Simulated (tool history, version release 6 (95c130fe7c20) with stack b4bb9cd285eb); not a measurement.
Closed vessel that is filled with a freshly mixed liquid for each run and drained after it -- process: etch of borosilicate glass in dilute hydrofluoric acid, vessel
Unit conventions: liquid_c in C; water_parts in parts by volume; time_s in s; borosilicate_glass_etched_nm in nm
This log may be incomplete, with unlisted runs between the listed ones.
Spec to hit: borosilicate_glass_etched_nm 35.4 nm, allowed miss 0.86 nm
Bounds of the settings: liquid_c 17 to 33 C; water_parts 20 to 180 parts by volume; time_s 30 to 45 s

run	day	liquid_c	water_parts	time_s	borosilicate_glass_etched_nm
1	0	25	100	45	15.444
2	0.279	27.5	100	45	17.141
3	0.438	24.5	100	45	15.432
4	0.538	26.5	90	45	18.548
5	0.629	26.5	90	45	18.696
6	0.992	26.5	90	45	18.796
7	1.333	28	85	45	21.118
8	1.45	29	80	45	23.558

5 candidate next runs follow, results not yet known. Just one meets every target within its allowed miss. Identify it.
A	1.567	31.5	50	45	?
B	1.567	24.5	70	30	?
C	1.567	27.5	65	45	?
D	1.567	29	55	45	?
E	1.567	28	65	45	?

move	borosilicate_glass_etched_nm
A	43.233
B	15.166
C	27.805
D	35.372
E	28.358
A: moves the result that the last run missed by most past its target, out the other side
B: the biggest miss grows against the last run
C: better than the last run, though not everything is in spec
D: each result inside its tolerance
E: better than the last run, though not everything is in spec
The move that meets every target is D.
